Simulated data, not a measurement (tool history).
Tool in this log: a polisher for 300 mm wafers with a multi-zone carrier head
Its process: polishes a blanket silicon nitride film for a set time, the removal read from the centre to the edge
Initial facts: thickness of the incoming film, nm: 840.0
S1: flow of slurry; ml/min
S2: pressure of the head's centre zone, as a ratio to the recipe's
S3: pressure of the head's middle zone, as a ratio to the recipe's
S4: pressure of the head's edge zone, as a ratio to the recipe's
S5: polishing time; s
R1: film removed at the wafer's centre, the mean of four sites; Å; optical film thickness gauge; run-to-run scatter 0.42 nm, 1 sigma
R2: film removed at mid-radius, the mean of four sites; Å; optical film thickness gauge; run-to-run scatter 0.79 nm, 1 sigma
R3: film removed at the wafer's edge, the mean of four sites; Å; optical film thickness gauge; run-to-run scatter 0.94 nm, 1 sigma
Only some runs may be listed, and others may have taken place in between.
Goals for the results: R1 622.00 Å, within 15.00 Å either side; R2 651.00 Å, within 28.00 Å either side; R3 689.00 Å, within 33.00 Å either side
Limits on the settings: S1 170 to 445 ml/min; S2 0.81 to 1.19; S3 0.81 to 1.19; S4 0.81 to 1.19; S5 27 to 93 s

run  hour   S1    S2    S3    S4  S5      R1      R2      R3
  1   0.0  285  1.00  1.00  1.00  59  746.70  735.93  719.61
  2   6.8  275  0.97  0.98  1.00  59  718.06  731.34  710.22
  3  12.2  270  0.95  0.95  1.01  59  711.41  704.02  720.38
  4  14.7  215  0.95  0.95  1.01  59  688.80  670.28  699.28
  5  19.6  210  0.93  0.95  1.01  59  669.61  685.55  674.72
  6  26.3  205  0.91  0.94  1.03  59  652.99  679.77  721.55
  7  27.2  200  0.90  0.93  1.02  59  646.67  677.97  700.72
  8  32.2  195  0.90  0.92  1.02  59  648.60  666.07  695.12

Which of these 4 next moves meets every target?
  A  37.2  185  0.94  0.87  1.16  59   ?   ?   ?
  B  37.2  170  0.89  0.95  1.02  58   ?   ?   ?
  C  37.2  280  0.93  0.98  0.88  56   ?   ?   ?
  D  37.2  215  0.93  0.96  0.86  59   ?   ?   ?

move      R1      R2      R3
   A  665.12  640.53  729.58
   B  612.68  671.42  666.92
   C  653.60  699.32  623.16
   D  670.02  706.56  638.02
A: lands further from the targets than the last run did
B: in spec on every target
C: lands further from the targets than the last run did
D: lands further from the targets than the last run did
The right move is B.
